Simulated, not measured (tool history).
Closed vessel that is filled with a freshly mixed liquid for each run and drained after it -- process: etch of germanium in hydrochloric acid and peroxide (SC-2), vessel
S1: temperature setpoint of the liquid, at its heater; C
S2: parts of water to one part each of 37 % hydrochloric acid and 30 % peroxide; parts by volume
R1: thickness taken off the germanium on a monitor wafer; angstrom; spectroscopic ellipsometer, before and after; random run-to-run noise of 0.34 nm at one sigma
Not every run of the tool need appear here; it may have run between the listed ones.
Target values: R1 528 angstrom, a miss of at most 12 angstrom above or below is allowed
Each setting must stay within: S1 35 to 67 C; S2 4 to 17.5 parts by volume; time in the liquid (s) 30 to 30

{"run": 1, "day": 0.0, "S1": 51, "S2": 9.5, "time in the liquid (s)": 30, "R1": 584.7}
{"run": 2, "day": 0.283, "S1": 51, "S2": 12.5, "time in the liquid (s)": 30, "R1": 568.45}
{"run": 3, "day": 0.342, "S1": 51, "S2": 14.5, "time in the liquid (s)": 30, "R1": 559.57}
{"run": 4, "day": 0.708, "S1": 51, "S2": 12, "time in the liquid (s)": 30, "R1": 577.88}
{"run": 5, "day": 1.092, "S1": 54, "S2": 12, "time in the liquid (s)": 30, "R1": 634.36}
{"run": 6, "day": 1.146, "S1": 60.5, "S2": 12, "time in the liquid (s)": 30, "R1": 759.03}
{"run": 7, "day": 1.196, "S1": 57, "S2": 12, "time in the liquid (s)": 30, "R1": 685.34}
{"run": 8, "day": 1.408, "S1": 54.5, "S2": 12, "time in the liquid (s)": 30, "R1": 645.02}
{"run": 9, "day": 1.571, "S1": 46.5, "S2": 12.5, "time in the liquid (s)": 30, "R1": 497.66}
{"run": 10, "day": 1.608, "S1": 47, "S2": 12.5, "time in the liquid (s)": 30, "R1": 503.44}
{"run": 11, "day": 1.933, "S1": 47.5, "S2": 12.5, "time in the liquid (s)": 30, "R1": 511.68}

Consider the 4 candidate settings below. Which is the only one whose results all fall within their allowed miss of target?
{"run": "A", "day": 2.258, "S1": 48.5, "S2": 12.5, "time in the liquid (s)": 30, "R1": "?"}
{"run": "B", "day": 2.258, "S1": 50, "S2": 14, "time in the liquid (s)": 30, "R1": "?"}
{"run": "C", "day": 2.258, "S1": 46, "S2": 13, "time in the liquid (s)": 30, "R1": "?"}
{"run": "D", "day": 2.258, "S1": 51.5, "S2": 15, "time in the liquid (s)": 30, "R1": "?"}

move=A R1=525.34
move=B R1=542.37
move=C R1=483
move=D R1=562.16
A: all results in spec
B: the result that was furthest off in the last run now lies on the other side of its target
C: misses by more than the last run did
D: the result that was furthest off in the last run now lies on the other side of its target
A meets every target.
